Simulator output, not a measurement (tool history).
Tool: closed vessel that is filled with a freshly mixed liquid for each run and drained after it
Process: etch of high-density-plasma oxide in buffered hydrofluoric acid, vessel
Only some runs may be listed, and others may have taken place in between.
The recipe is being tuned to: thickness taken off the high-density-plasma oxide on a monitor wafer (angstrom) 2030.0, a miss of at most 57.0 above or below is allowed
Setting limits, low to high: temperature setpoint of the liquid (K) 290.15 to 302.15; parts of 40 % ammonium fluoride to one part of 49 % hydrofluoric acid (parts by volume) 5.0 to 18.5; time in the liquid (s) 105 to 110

run,hour,temperature setpoint of the liquid (K),parts of 40 % ammonium fluoride to one part of 49 % hydrofluoric acid (parts by volume),time in the liquid (s),thickness taken off the high-density-plasma oxide on a monitor wafer (angstrom)
1,0.0,294.15,11.5,105,1525.7
2,2.1,294.15,13.0,105,1356.8
3,7.0,294.15,11.0,105,1594.0
4,9.1,295.65,11.0,105,1733.7
5,13.3,296.65,11.0,105,1829.7
6,14.4,296.65,12.5,105,1610.7
7,20.6,298.15,12.5,105,1764.1
8,27.6,298.15,12.5,105,1765.3

Exercise: of the 4 proposed moves below, exactly one satisfies all targets within the stated allowed misses. Which move is it?
A,34.6,300.65,13.0,110,?
B,34.6,298.15,12.0,110,?
C,34.6,297.65,12.0,110,?
D,34.6,301.65,13.0,110,?

move,thickness taken off the high-density-plasma oxide on a monitor wafer (angstrom)
A,2028.5
B,1917.7
C,1866.3
D,2139.3
A: every result lands within tolerance
B: an improvement on the last run, though not all results are within tolerance
C: an improvement on the last run, though not all results are within tolerance
D: takes the biggest miss from the last run beyond its target
So the answer is move A, the one that meets all the targets.
